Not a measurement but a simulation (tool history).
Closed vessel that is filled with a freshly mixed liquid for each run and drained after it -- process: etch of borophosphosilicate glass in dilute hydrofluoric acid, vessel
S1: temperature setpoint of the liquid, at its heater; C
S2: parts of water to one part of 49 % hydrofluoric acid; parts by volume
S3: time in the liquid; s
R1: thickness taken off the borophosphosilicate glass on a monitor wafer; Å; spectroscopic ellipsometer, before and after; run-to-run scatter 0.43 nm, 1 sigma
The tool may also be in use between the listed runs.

run 1 hour=0 | S1=24 S2=50 S3=110 | R1=749.7
run 2 hour=1 | S1=24 S2=35 S3=110 | R1=1083.3
run 3 hour=6.4 | S1=22 S2=40 S3=110 | R1=877.24
run 4 hour=12.5 | S1=20.5 S2=45 S3=110 | R1=721
run 5 hour=15.7 | S1=20.5 S2=45 S3=120 | R1=791.84
-- hour=24.3 hydrofluoric acid flow meter replaced
run 6 hour=24.3 | S1=19.5 S2=50 S3=120 | R1=611.36

Forecast run 7:
run 7 hour=29.3 | S1=19 S2=50 S3=120 | R1=?

{"run 7": {"R1": 593.87}}
